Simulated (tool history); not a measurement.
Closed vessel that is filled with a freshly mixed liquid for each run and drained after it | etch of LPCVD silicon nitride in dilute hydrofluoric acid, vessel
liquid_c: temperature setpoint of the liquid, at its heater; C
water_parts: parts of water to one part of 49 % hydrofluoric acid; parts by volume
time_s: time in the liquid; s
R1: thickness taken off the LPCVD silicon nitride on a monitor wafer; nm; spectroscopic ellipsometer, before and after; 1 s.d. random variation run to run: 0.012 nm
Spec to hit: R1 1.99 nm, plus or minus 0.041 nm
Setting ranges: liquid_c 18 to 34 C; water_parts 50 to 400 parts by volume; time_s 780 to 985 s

{"run": 1, "day": 0.0, "liquid_c": 26, "water_parts": 225, "time_s": 985, "R1": 2.0615}
{"run": 2, "day": 0.146, "liquid_c": 26, "water_parts": 155, "time_s": 985, "R1": 2.9862}
{"run": 3, "day": 0.3, "liquid_c": 26, "water_parts": 155, "time_s": 985, "R1": 2.9951}
{"run": 4, "day": 0.35, "liquid_c": 23.5, "water_parts": 155, "time_s": 985, "R1": 2.5378}
{"run": 5, "day": 0.45, "liquid_c": 22.5, "water_parts": 155, "time_s": 985, "R1": 2.4069}
{"run": 6, "day": 0.508, "liquid_c": 22.5, "water_parts": 80, "time_s": 985, "R1": 4.6275}
{"run": 7, "day": 0.721, "liquid_c": 21.5, "water_parts": 100, "time_s": 985, "R1": 3.4558}
{"run": 8, "day": 0.912, "liquid_c": 20.5, "water_parts": 110, "time_s": 985, "R1": 2.9183}
{"run": 9, "day": 1.279, "liquid_c": 20, "water_parts": 115, "time_s": 985, "R1": 2.7041}
{"run": 10, "day": 1.321, "liquid_c": 19.5, "water_parts": 120, "time_s": 985, "R1": 2.5284}
{"run": 11, "day": 1.608, "liquid_c": 19, "water_parts": 125, "time_s": 985, "R1": 2.3409}
{"run": 12, "day": 1.971, "liquid_c": 18, "water_parts": 150, "time_s": 985, "R1": 1.8467}
{"run": 13, "day": 2.317, "liquid_c": 18.5, "water_parts": 150, "time_s": 985, "R1": 1.895}

Below are 4 possible settings for the next run. Only one of them brings all results inside the allowed miss of their targets. Which is it?
{"run": "A", "day": 2.662, "liquid_c": 22, "water_parts": 175, "time_s": 960, "R1": "?"}
{"run": "B", "day": 2.662, "liquid_c": 19, "water_parts": 165, "time_s": 985, "R1": "?"}
{"run": "C", "day": 2.662, "liquid_c": 18, "water_parts": 115, "time_s": 800, "R1": "?"}
{"run": "D", "day": 2.662, "liquid_c": 20, "water_parts": 175, "time_s": 965, "R1": "?"}

move=A R1=1.9963
move=B R1=1.7821
move=C R1=1.919
move=D R1=1.7618
A: hits every target within its allowed miss
B: its largest miss is bigger than the last run's
C: closes in on the targets versus the last run, not all within tolerance yet
D: its largest miss is bigger than the last run's
Move A is the one to make.
